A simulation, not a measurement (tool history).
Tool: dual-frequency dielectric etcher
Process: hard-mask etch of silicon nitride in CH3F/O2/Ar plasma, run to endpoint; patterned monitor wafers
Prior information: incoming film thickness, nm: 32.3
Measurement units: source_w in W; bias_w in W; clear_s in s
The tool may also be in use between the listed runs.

Run 1, day 0: source_w 380 W, bias_w 86 W. Result: clear_s 49.295 s.
Run 2, day 0.092: source_w 330 W, bias_w 86 W. Result: clear_s 53.353 s.
Run 3, day 0.167: source_w 370 W, bias_w 86 W. Result: clear_s 49.841 s.
Run 4, day 0.454: source_w 370 W, bias_w 94 W. Result: clear_s 48.586 s.
Run 5, day 0.729: source_w 410 W, bias_w 94 W. Result: clear_s 46.453 s.
Run 6, day 0.825: source_w 430 W, bias_w 95 W. Result: clear_s 45.248 s.
Run 7, day 1.133: source_w 440 W, bias_w 95 W. Result: clear_s 44.893 s.

Forecast run 8:
Run 8, day 1.183: source_w 450 W, bias_w 95 W. Result: clear_s ?.

For run 8 the tool returned clear_s 44.071 s.

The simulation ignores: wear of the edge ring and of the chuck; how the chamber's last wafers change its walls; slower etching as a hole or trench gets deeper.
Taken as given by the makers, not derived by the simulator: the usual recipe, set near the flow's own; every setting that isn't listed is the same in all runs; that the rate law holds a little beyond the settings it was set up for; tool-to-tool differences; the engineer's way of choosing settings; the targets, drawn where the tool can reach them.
